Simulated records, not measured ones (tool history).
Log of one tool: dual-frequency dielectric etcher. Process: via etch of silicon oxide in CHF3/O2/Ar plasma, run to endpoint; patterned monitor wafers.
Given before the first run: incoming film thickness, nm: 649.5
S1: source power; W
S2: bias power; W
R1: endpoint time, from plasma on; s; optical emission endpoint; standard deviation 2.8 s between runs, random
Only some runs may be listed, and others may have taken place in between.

run 1 hour=0.0 | S1=790 S2=135 | R1=343.11
run 2 hour=3.1 | S1=930 S2=135 | R1=318.77
run 3 hour=6.0 | S1=1010 S2=135 | R1=315.40
run 4 hour=8.9 | S1=860 S2=120 | R1=350.70
run 5 hour=12.9 | S1=860 S2=139 | R1=321.37
run 6 hour=17.2 | S1=940 S2=139 | R1=313.52
run 7 hour=25.0 | S1=780 S2=112 | R1=379.32
run 8 hour=31.5 | S1=710 S2=109 | R1=392.70

Forecast run 9:
run 9 hour=35.2 | S1=660 S2=106 | R1=?

Run 9 gave R1 412.87 s.
